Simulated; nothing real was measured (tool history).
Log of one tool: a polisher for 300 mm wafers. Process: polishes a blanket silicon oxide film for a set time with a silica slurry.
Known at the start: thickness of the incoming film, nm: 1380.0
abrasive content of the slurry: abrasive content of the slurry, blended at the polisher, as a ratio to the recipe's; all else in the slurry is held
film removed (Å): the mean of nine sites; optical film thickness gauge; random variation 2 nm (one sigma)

run  hour  flow of slurry (ml/min)  pressure of the wafer on the pad (kPa)  speed of the pad under the wafer (cm/s)  abrasive content of the slurry  polishing time (s)  film removed (Å)
  1   0.0                      230                                    38.6                                      154                             1.0                  63            4078.4
  2   1.8                      230                                    31.0                                      154                             1.0                  63            3338.7
  3   9.7                      230                                    31.0                                      180                             1.0                  63            3744.5
  4  16.8                      230                                    37.2                                      180                             1.0                  63            4530.1
  5  20.7                      230                                    37.2                                      180                             1.0                  57            4006.7
  6  29.1                      230                                    37.2                                      180                             1.2                  57            4372.9
  7  30.1                      225                                    33.8                                      180                             1.2                  57            3930.9
  8  38.8                      215                                    31.7                                      180                             1.2                  57            3667.0
  9  43.7                      205                                    30.3                                      180                             1.2                  57            3496.5

Run 10 comes next. What will it give?
 10  50.0                      205                                    30.3                                      180                             1.2                  57                 ?

Run 10 gave film removed (Å) 3479.0.
